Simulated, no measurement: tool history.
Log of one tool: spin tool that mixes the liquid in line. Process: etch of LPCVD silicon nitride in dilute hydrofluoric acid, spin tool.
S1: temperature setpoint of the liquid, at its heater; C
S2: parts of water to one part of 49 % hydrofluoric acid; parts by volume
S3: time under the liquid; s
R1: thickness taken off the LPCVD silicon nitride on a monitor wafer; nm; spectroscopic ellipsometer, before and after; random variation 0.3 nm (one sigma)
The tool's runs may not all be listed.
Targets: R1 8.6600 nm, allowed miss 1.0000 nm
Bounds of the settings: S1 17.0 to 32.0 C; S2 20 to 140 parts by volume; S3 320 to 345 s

run,hour,S1,S2,S3,R1
1,0.0,24.0,75,320,2.1388
2,6.0,26.0,60,325,3.2287
3,10.6,29.5,60,325,3.9844
4,11.9,31.5,60,325,4.5025
5,17.1,30.0,60,325,4.3216
# hour 24.8: thermometer replaced
6,24.8,30.5,50,330,4.5672
7,29.7,31.0,45,335,5.4022
8,38.3,31.0,40,335,6.0172
9,44.1,31.0,35,335,6.9246

Which of these 5 next moves meets every target?
A,49.9,31.0,40,325,?
B,49.9,29.0,30,335,?
C,49.9,31.0,35,340,?
D,49.9,32.0,40,340,?
E,49.9,32.0,30,345,?

move,R1
A,5.9808
B,7.1721
C,7.1340
D,6.6715
E,8.9780
A: further off than the last run
B: nearer than the last run, and not there yet
C: nearer than the last run, and not there yet
D: further off than the last run
E: meets every target
Answer: E
